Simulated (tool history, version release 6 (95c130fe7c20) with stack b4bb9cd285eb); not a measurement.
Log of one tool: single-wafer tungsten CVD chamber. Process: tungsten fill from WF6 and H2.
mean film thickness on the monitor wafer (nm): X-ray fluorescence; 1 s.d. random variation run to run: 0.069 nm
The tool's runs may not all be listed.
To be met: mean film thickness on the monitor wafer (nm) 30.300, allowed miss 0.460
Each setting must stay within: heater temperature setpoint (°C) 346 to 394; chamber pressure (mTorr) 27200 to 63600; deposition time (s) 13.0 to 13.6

run  hour  heater temperature setpoint (°C)  chamber pressure (mTorr)  deposition time (s)  mean film thickness on the monitor wafer (nm)
  1   0.0                               370                     45400                 13.6                                         24.970
  2   2.1                               370                     45400                 13.6                                         24.933
  3   7.3                               370                     40800                 13.6                                         24.022
  4  15.9                               370                     40800                 13.6                                         24.090
  5  20.0                               372                     40900                 13.6                                         25.028
  6  26.2                               376                     40900                 13.6                                         27.181
  7  32.8                               377                     40900                 13.6                                         27.760
  8  40.5                               378                     40900                 13.6                                         28.408
  9  41.4                               379                     40900                 13.6                                         28.953
 10  42.8                               379                     40900                 13.6                                         29.078
 11  50.7                               380                     40900                 13.6                                         29.642

Next run, 5 choices. One meets every target within its allowed miss, the rest don't. Which?
  A  58.6                               383                     33300                 13.6                                              ?
  B  58.6                               382                     41500                 13.4                                              ?
  C  58.6                               382                     41200                 13.0                                              ?
  D  58.6                               385                     34700                 13.0                                              ?
  E  58.6                               382                     42600                 13.6                                              ?

move  mean film thickness on the monitor wafer (nm)
   A                                         29.212
   B                                         30.490
   C                                         29.499
   D                                         29.471
   E                                         31.241
A: further off than the last run
B: all results in spec
C: further off than the last run
D: further off than the last run
E: pushes the last run's worst result past its target
The move that meets every target is B.
